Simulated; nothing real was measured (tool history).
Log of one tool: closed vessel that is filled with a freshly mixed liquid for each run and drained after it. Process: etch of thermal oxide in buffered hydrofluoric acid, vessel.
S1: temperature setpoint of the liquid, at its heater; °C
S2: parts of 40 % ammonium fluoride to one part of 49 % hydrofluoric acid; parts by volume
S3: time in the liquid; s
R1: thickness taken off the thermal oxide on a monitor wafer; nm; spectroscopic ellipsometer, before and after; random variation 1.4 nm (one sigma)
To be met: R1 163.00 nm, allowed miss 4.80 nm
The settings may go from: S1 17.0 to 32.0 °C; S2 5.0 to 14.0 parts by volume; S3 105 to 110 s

Run 1, hour 0.0: S1 25.0 °C, S2 8.5 parts by volume, S3 105 s. Result: R1 128.82 nm.
Run 2, hour 6.0: S1 27.0 °C, S2 8.5 parts by volume, S3 105 s. Result: R1 145.15 nm.
Run 3, hour 13.5: S1 27.0 °C, S2 8.5 parts by volume, S3 110 s. Result: R1 152.75 nm.
Run 4, hour 17.4: S1 25.5 °C, S2 8.5 parts by volume, S3 110 s. Result: R1 141.41 nm.
Run 5, hour 21.8: S1 26.0 °C, S2 8.5 parts by volume, S3 110 s. Result: R1 144.81 nm.
Run 6, hour 25.6: S1 22.5 °C, S2 8.5 parts by volume, S3 110 s. Result: R1 119.33 nm.
Run 7, hour 26.7: S1 26.5 °C, S2 8.5 parts by volume, S3 110 s. Result: R1 148.36 nm.
Run 8, hour 31.0: S1 27.0 °C, S2 8.5 parts by volume, S3 110 s. Result: R1 153.11 nm.

5 next moves are on the table. One of them brings every result within its allowed miss. Which?
Run A, hour 35.3: S1 27.5 °C, S2 9.0 parts by volume, S3 110 s. Result: R1 ?.
Run B, hour 35.3: S1 26.5 °C, S2 8.5 parts by volume, S3 110 s. Result: R1 ?.
Run C, hour 35.3: S1 26.0 °C, S2 8.0 parts by volume, S3 110 s. Result: R1 ?.
Run D, hour 35.3: S1 24.0 °C, S2 6.5 parts by volume, S3 105 s. Result: R1 ?.
Run E, hour 35.3: S1 25.0 °C, S2 7.5 parts by volume, S3 105 s. Result: R1 ?.

move      R1
   A  147.43
   B  148.65
   C  154.51
   D  162.93
   E  149.79
A: further off than the last run
B: further off than the last run
C: nearer than the last run, and not there yet
D: meets every target
E: further off than the last run
Answer: D
